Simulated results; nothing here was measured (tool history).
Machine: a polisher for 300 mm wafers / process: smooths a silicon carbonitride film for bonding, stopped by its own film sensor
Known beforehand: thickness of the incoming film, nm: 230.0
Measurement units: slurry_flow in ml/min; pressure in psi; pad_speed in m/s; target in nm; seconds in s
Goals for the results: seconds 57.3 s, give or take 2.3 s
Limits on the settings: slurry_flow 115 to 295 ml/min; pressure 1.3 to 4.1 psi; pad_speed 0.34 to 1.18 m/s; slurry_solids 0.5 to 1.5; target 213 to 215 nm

run,day,slurry_flow,pressure,pad_speed,slurry_solids,target,seconds
1,0,190,2.7,0.76,1,213,74.386
2,0.325,190,2.7,0.68,1,213,81.585
3,0.654,190,2.9,0.68,1,213,76.626
4,1.012,190,3.4,0.68,1,213,68.783
5,1.196,190,3.6,0.68,1,213,64.805
6,1.525,220,3.6,0.68,1,213,62.072
7,1.571,225,3.6,0.68,1,213,62.158
8,1.608,230,3.7,0.68,1,213,61.37
9,1.671,230,3.8,0.68,1,213,59.988

Exactly one of the 4 candidate moves below puts every result within its allowed miss. Which one?
A,1.733,225,4.1,0.68,1.1,213,?
B,1.733,210,4.1,0.76,0.95,214,?
C,1.733,245,4,0.58,1.1,214,?
D,1.733,235,4.1,0.66,0.9,215,?

move,seconds
A,53.812
B,50.499
C,58.17
D,53.872
A: takes the result that was furthest off past its target
B: takes the result that was furthest off past its target
C: all results in spec
D: takes the result that was furthest off past its target
Move C is the one to make.
